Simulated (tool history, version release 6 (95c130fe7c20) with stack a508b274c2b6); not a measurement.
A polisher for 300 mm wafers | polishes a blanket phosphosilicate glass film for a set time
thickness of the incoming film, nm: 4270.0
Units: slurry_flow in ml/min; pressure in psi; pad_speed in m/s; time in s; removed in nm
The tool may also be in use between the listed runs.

run    day  slurry_flow  pressure  pad_speed  slurry_solids  time  removed
  1      0          210       2.2       1.02              1    76   541.96
  2  0.312          210       2.2       1.02              1    76   541.42
  3  0.483          210       2.3       1.02              1    76   553.97
  4  0.733          210       2.3       1.02           0.85    76   512.63
  5  0.762          210       2.5       1.02           0.85    76   538.39
  6  1.033          250       2.5       1.02           0.85    76   550.85
  7  1.338          255       3.1       1.04           0.85    76   633.57
  8   1.65          255       3.2       1.06           0.85    76   675.68
  9  1.692          255       3.3       1.06           0.85    76   670.61

Forecast run 10:
 10  1.8          255       3.3       1.08           0.85    76        ?

Run 10 gave removed 702.1 nm.
